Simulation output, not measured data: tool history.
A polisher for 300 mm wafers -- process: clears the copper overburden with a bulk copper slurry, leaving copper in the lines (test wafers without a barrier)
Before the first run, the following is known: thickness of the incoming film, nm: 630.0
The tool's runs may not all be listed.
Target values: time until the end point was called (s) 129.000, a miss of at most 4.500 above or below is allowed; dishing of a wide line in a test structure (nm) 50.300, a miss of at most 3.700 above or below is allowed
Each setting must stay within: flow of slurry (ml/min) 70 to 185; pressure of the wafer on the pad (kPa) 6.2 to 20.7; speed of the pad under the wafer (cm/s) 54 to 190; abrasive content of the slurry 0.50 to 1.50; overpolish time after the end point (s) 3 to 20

run  hour  flow of slurry (ml/min)  pressure of the wafer on the pad (kPa)  speed of the pad under the wafer (cm/s)  abrasive content of the slurry  overpolish time after the end point (s)  time until the end point was called (s)  dishing of a wide line in a test structure (nm)
  1   0.0                      120                                    13.1                                      122                            1.00                                       10                                  106.210                                           42.897
  2   8.9                      115                                    13.1                                      122                            1.00                                       11                                  106.590                                           44.374
  3  15.9                      110                                    12.4                                      122                            1.00                                       12                                  110.590                                           45.865
  4  18.9                      110                                    12.4                                      146                            1.00                                       12                                   98.617                                           51.701
  5  20.6                      105                                    11.7                                      146                            1.00                                       13                                  103.950                                           52.482
  6  26.5                      105                                    11.0                                      146                            1.00                                       13                                  108.970                                           50.377
  7  32.0                      105                                    10.3                                      146                            1.00                                       13                                  116.500                                           47.153
  8  33.3                      100                                     9.7                                      146                            1.00                                       14                                  122.660                                           47.645

Of the 4 settings listed for the next run, only one would bring every result within its allowed miss of target. Which one?
  A  34.6                      120                                     6.9                                      166                            1.00                                       14                                        ?                                                ?
  B  34.6                       90                                     8.3                                      172                            1.25                                       15                                        ?                                                ?
  C  34.6                       80                                     9.0                                      152                            1.15                                       16                                        ?                                                ?
  D  34.6                      100                                     9.7                                      158                            0.90                                       12                                        ?                                                ?

move  time until the end point was called (s)  dishing of a wide line in a test structure (nm)
   A                                  137.680                                           40.937
   B                                  119.580                                           48.983
   C                                  131.720                                           48.138
   D                                  119.840                                           41.503
A: takes the result that was furthest off past its target
B: misses by more than the last run did
C: meets every target
D: misses by more than the last run did
Move C is the one to make.

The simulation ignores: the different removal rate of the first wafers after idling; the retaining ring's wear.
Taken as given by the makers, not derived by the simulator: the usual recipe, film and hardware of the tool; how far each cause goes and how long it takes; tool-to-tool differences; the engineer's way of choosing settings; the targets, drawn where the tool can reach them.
